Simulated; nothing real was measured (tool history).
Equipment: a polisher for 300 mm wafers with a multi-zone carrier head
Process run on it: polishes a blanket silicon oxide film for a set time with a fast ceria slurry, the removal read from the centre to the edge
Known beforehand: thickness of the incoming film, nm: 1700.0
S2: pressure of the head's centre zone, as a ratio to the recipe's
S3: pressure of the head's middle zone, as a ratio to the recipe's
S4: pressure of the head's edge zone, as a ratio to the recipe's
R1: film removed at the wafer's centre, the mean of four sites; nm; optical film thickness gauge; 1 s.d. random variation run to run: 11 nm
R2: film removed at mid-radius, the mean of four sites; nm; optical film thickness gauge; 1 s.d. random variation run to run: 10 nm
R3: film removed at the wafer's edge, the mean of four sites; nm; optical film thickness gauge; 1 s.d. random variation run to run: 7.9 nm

Run 1, hour 0: flow of slurry (ml/min) 195, S2 1, S3 1, S4 1, polishing time (s) 42. Result: R1 689.26 nm, R2 674.53 nm, R3 675.61 nm.
Run 2, hour 7.1: flow of slurry (ml/min) 175, S2 1, S3 1, S4 1, polishing time (s) 42. Result: R1 681.39 nm, R2 659.46 nm, R3 667.28 nm.
Run 3, hour 9.1: flow of slurry (ml/min) 190, S2 1.01, S3 1.02, S4 1.05, polishing time (s) 44. Result: R1 743.75 nm, R2 716.62 nm, R3 732.86 nm.
Run 4, hour 10.9: flow of slurry (ml/min) 190, S2 1.01, S3 1.02, S4 0.97, polishing time (s) 44. Result: R1 733.61 nm, R2 713.69 nm, R3 695.5 nm.
Run 5, hour 15: flow of slurry (ml/min) 205, S2 1.01, S3 1.04, S4 1.03, polishing time (s) 45. Result: R1 747.36 nm, R2 772.69 nm, R3 723.82 nm.
Run 6, hour 18.6: flow of slurry (ml/min) 205, S2 1.01, S3 1.04, S4 1.03, polishing time (s) 38. Result: R1 656.39 nm, R2 627.28 nm, R3 614.05 nm.

What does the tool deliver on the next run?
Run 7, hour 22.6: flow of slurry (ml/min) 205, S2 1.01, S3 1.04, S4 1.03, polishing time (s) 38. Result: R1 ?, R2 ?, R3 ?.

{"run 7": {"R1": 648.62, "R2": 633.61, "R3": 623.33}}

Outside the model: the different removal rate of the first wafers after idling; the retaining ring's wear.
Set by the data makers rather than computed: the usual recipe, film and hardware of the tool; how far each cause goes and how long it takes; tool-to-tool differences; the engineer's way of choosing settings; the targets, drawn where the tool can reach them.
